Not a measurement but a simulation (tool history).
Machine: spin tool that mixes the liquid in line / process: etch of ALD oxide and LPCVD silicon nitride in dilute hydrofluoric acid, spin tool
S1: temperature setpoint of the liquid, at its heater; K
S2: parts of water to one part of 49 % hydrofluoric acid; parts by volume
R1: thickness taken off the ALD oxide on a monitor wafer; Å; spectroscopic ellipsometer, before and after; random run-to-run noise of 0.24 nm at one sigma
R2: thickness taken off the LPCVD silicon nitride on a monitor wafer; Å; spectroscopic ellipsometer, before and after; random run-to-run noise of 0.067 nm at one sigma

Run 1, hour 0.0: S1 298.15 K, S2 230 parts by volume, time under the liquid (s) 170. Result: R1 84.500 Å, R2 3.1269 Å.
Run 2, hour 6.0: S1 299.65 K, S2 185 parts by volume, time under the liquid (s) 170. Result: R1 117.740 Å, R2 4.2256 Å.
Run 3, hour 8.2: S1 299.65 K, S2 245 parts by volume, time under the liquid (s) 170. Result: R1 82.461 Å, R2 3.5348 Å.
Run 4, hour 16.8: S1 298.15 K, S2 245 parts by volume, time under the liquid (s) 170. Result: R1 77.917 Å, R2 2.7552 Å.
Run 5, hour 20.1: S1 298.15 K, S2 205 parts by volume, time under the liquid (s) 170. Result: R1 97.035 Å, R2 3.6052 Å.
Run 6, hour 26.7: S1 298.15 K, S2 205 parts by volume, time under the liquid (s) 200. Result: R1 116.430 Å, R2 4.1262 Å.
Run 7, hour 32.4: S1 299.15 K, S2 175 parts by volume, time under the liquid (s) 200. Result: R1 146.070 Å, R2 5.3830 Å.
Run 8, hour 39.8: S1 300.15 K, S2 150 parts by volume, time under the liquid (s) 200. Result: R1 180.520 Å, R2 7.1542 Å.
Run 9, hour 45.3: S1 300.65 K, S2 135 parts by volume, time under the liquid (s) 200. Result: R1 206.660 Å, R2 6.2651 Å.
Run 10, hour 53.8: S1 301.65 K, S2 135 parts by volume, time under the liquid (s) 200. Result: R1 214.480 Å, R2 8.4828 Å.

What does the tool deliver on the next run?
Run 11, hour 57.9: S1 301.65 K, S2 125 parts by volume, time under the liquid (s) 195. Result: R1 ?, R2 ?.

{"run 11": {"R1": 230.24, "R2": 8.6937}}

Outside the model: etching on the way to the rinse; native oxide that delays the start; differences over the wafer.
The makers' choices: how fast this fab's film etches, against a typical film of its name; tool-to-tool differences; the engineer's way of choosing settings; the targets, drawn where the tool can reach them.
